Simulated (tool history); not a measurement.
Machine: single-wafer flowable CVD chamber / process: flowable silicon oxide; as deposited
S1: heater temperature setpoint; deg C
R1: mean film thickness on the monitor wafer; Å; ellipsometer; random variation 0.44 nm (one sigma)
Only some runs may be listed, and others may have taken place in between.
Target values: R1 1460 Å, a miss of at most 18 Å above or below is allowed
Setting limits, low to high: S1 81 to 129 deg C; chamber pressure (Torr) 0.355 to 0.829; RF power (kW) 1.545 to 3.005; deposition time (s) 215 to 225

Run 1, hour 0: S1 105 deg C, chamber pressure (Torr) 0.592, RF power (kW) 2.275, deposition time (s) 225. Result: R1 897.37 Å.
Run 2, hour 4.8: S1 105 deg C, chamber pressure (Torr) 0.51, RF power (kW) 2.275, deposition time (s) 225. Result: R1 780.94 Å.
Run 3, hour 8.2: S1 111 deg C, chamber pressure (Torr) 0.51, RF power (kW) 2.275, deposition time (s) 225. Result: R1 621.24 Å.
Run 4, hour 13.6: S1 108 deg C, chamber pressure (Torr) 0.51, RF power (kW) 2.275, deposition time (s) 225. Result: R1 693.64 Å.
Run 5, hour 19.2: S1 99 deg C, chamber pressure (Torr) 0.51, RF power (kW) 2.275, deposition time (s) 225. Result: R1 979.93 Å.
Run 6, hour 21.7: S1 98 deg C, chamber pressure (Torr) 0.51, RF power (kW) 2.275, deposition time (s) 225. Result: R1 1008.3 Å.
Run 7, hour 29.3: S1 97 deg C, chamber pressure (Torr) 0.51, RF power (kW) 2.275, deposition time (s) 225. Result: R1 1050.6 Å.
Run 8, hour 33.3: S1 96 deg C, chamber pressure (Torr) 0.51, RF power (kW) 2.275, deposition time (s) 225. Result: R1 1086.8 Å.
Run 9, hour 40.4: S1 85 deg C, chamber pressure (Torr) 0.51, RF power (kW) 2.275, deposition time (s) 225. Result: R1 1602.8 Å.
Run 10, hour 42.3: S1 87 deg C, chamber pressure (Torr) 0.51, RF power (kW) 2.275, deposition time (s) 225. Result: R1 1503.3 Å.
Run 11, hour 50.1: S1 87 deg C, chamber pressure (Torr) 0.51, RF power (kW) 2.275, deposition time (s) 225. Result: R1 1500.4 Å.

Which of these 5 next moves meets every target?
Run A, hour 57.9: S1 87 deg C, chamber pressure (Torr) 0.517, RF power (kW) 1.99, deposition time (s) 215. Result: R1 ?.
Run B, hour 57.9: S1 87 deg C, chamber pressure (Torr) 0.529, RF power (kW) 2.03, deposition time (s) 218. Result: R1 ?.
Run C, hour 57.9: S1 89 deg C, chamber pressure (Torr) 0.561, RF power (kW) 2.36, deposition time (s) 220. Result: R1 ?.
Run D, hour 57.9: S1 85 deg C, chamber pressure (Torr) 0.485, RF power (kW) 2.335, deposition time (s) 225. Result: R1 ?.
Run E, hour 57.9: S1 84 deg C, chamber pressure (Torr) 0.451, RF power (kW) 2.305, deposition time (s) 225. Result: R1 ?.

move      R1
   A  1405.8
   B  1463.7
   C  1503.1
   D  1534.5
   E    1485
A: pushes the last run's worst result past its target
B: meets every target
C: the biggest miss grows against the last run
D: the biggest miss grows against the last run
E: nearer than the last run, and not there yet
So the answer is move B, the one that meets all the targets.
